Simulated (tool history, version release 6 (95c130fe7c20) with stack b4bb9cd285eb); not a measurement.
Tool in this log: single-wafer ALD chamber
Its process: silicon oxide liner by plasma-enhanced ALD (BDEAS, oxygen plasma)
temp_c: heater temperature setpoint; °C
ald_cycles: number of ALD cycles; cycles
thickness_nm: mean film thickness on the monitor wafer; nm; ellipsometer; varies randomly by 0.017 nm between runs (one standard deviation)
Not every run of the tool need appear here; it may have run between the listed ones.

run,hour,temp_c,ald_cycles,thickness_nm
1,0.0,320,52,4.7261
2,6.9,320,59,5.3276
3,8.4,321,57,5.1343
4,10.6,322,55,4.9765
5,14.2,322,61,5.5107
6,16.7,333,61,5.4812

Run 7 has not been measured yet. What should we expect?
7,22.9,333,58,?

{"run 7": {"thickness_nm": 5.1648}}
